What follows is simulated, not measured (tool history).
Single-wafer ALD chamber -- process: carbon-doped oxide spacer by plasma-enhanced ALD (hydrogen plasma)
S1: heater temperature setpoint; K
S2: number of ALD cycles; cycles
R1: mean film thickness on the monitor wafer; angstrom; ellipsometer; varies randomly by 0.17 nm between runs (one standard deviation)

run  hour      S1   S2      R1
  1     0  678.15  588  290.23
  2   3.4  685.15  588  282.72
  3   8.3  682.15  606  297.64
  4  11.8  680.15  616  301.96
  5  13.5  680.15  533  264.12
  6  16.3  680.15  586  289.37

Expected results for the next run?
  7  24.1  677.15  600   ?

{"run 7": {"R1": 297.14}}

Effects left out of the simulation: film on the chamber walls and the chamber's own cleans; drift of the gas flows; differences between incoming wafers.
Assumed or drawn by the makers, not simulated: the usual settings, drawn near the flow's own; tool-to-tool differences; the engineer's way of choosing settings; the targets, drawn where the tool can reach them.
